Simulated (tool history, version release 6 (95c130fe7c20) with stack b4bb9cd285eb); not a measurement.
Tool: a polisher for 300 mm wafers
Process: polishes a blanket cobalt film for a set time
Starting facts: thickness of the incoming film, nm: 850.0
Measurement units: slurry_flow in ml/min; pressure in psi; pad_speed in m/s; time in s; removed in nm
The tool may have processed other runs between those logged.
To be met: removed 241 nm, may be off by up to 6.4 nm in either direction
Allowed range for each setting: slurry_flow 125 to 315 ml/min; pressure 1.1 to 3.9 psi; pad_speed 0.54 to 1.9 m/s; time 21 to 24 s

run    day  slurry_flow  pressure  pad_speed  time  removed
  1      0          205       2.5       1.22    24   170.85
  2  0.338          155       2.5       1.22    24    164.9
  3  0.692          165       2.7       1.22    24   180.04
  4  0.971          175       2.9       1.22    24   192.97
  5   1.05          180         3       1.22    24   206.06
  6  1.342          200         3       1.22    24   204.67
  7  1.579          200       3.1       1.22    24   216.25
  8  1.892          210       3.2       1.22    24   219.84
  9  1.996          210       3.3       1.22    24   230.18
 10    2.2          210       3.4       1.22    24   232.32

4 candidate next runs follow, results not yet known. Just one meets every target within its allowed miss. Identify it.
  A  2.404          235       3.2       1.32    24        ?
  B  2.404          145       3.7       1.32    24        ?
  C  2.404          190       3.9       1.18    24        ?
  D  2.404          205       3.7       1.28    23        ?

move  removed
   A   237.94
   B   253.48
   C   256.53
   D   251.84
A: all results in spec
B: the result that was furthest off in the last run now lies on the other side of its target
C: the result that was furthest off in the last run now lies on the other side of its target
D: the result that was furthest off in the last run now lies on the other side of its target
Answer: A
